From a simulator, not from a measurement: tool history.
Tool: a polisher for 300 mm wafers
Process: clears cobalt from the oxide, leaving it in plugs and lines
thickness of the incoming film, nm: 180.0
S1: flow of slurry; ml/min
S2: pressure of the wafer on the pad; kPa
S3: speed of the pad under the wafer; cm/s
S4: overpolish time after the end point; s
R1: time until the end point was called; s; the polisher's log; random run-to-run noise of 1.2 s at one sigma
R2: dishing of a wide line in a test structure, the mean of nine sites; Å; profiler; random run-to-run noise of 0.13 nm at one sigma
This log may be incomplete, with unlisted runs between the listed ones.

| run | hour | S1 | S2 | S3 | S4 | R1 | R2 |
|---|---|---|---|---|---|---|---|
| 1 | 0 | 315 | 13.8 | 76 | 13 | 52.701 | 353.85 |
| 2 | 7.2 | 315 | 16.5 | 76 | 13 | 44.932 | 384.77 |
| 3 | 15.2 | 285 | 15.9 | 66 | 11 | 51.803 | 307.73 |
| 4 | 18.5 | 285 | 15.9 | 50 | 11 | 68.229 | 258.35 |
| 5 | 23.9 | 260 | 15.2 | 46 | 9 | 78.294 | 194.04 |
|  | 31.3 | slurry nozzle cleaned |
| 6 | 31.3 | 245 | 14.5 | 50 | 8 | 72.74 | 184.74 |
| 7 | 33.2 | 230 | 12.4 | 58 | 7 | 71.745 | 166.23 |
| 8 | 40.2 | 220 | 11 | 64 | 6 | 73.282 | 143.41 |

Run 9 has not been measured yet. What should we expect?
| 9 | 42.1 | 220 | 11 | 64 | 6 | ? | ? |

{"run 9": {"R1": 74.608, "R2": 144.38}}
